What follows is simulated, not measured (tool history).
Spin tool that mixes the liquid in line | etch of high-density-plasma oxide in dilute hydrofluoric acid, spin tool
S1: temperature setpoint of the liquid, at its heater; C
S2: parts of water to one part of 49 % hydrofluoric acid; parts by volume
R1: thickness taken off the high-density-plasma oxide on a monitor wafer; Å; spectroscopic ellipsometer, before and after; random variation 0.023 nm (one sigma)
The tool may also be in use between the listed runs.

run 1 hour=0.0 | S1=22.0 S2=70 time_under_the_liquid_(s)=15 | R1=13.074
run 2 hour=2.5 | S1=22.0 S2=70 time_under_the_liquid_(s)=15 | R1=12.994
run 3 hour=6.8 | S1=24.0 S2=65 time_under_the_liquid_(s)=15 | R1=15.288
run 4 hour=13.3 | S1=24.0 S2=85 time_under_the_liquid_(s)=15 | R1=11.471
run 5 hour=21.6 | S1=24.0 S2=85 time_under_the_liquid_(s)=15 | R1=11.468
run 6 hour=22.8 | S1=25.5 S2=75 time_under_the_liquid_(s)=15 | R1=13.843

Run 7 comes next. What will it give?
run 7 hour=31.2 | S1=29.5 S2=45 time_under_the_liquid_(s)=15 | R1=?

R1: 28.714 Å

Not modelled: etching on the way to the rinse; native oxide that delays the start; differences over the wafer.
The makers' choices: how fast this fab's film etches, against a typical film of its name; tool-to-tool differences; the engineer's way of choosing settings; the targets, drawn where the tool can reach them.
